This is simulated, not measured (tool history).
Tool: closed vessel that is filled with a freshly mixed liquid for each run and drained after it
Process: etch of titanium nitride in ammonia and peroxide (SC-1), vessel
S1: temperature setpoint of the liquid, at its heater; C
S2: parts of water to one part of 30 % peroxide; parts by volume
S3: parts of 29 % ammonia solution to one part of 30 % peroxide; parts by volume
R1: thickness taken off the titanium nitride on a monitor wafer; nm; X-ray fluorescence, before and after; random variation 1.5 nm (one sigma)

Run 1, hour 0.0: S1 53.0 C, S2 10.0 parts by volume, S3 0.60 parts by volume, time in the liquid (s) 1385. Result: R1 80.443 nm.
Run 2, hour 4.3: S1 53.0 C, S2 10.0 parts by volume, S3 0.45 parts by volume, time in the liquid (s) 1385. Result: R1 77.410 nm.
Run 3, hour 10.0: S1 53.0 C, S2 10.0 parts by volume, S3 0.45 parts by volume, time in the liquid (s) 1385. Result: R1 77.715 nm.
Run 4, hour 11.5: S1 55.0 C, S2 10.0 parts by volume, S3 0.45 parts by volume, time in the liquid (s) 1385. Result: R1 88.695 nm.
Run 5, hour 18.3: S1 55.0 C, S2 12.5 parts by volume, S3 0.45 parts by volume, time in the liquid (s) 1385. Result: R1 77.541 nm.
Run 6, hour 25.2: S1 55.0 C, S2 14.0 parts by volume, S3 0.45 parts by volume, time in the liquid (s) 1385. Result: R1 73.570 nm.
Run 7, hour 26.0: S1 55.0 C, S2 14.0 parts by volume, S3 0.45 parts by volume, time in the liquid (s) 1385. Result: R1 75.188 nm.
Run 8, hour 28.4: S1 57.0 C, S2 14.0 parts by volume, S3 0.45 parts by volume, time in the liquid (s) 1385. Result: R1 84.378 nm.
Run 9, hour 32.9: S1 58.5 C, S2 14.0 parts by volume, S3 0.45 parts by volume, time in the liquid (s) 1385. Result: R1 93.807 nm.

Run 10 comes next. What will it give?
Run 10, hour 39.6: S1 60.0 C, S2 14.0 parts by volume, S3 0.45 parts by volume, time in the liquid (s) 1385. Result: R1 ?.

Run 10 gave R1 102.290 nm.
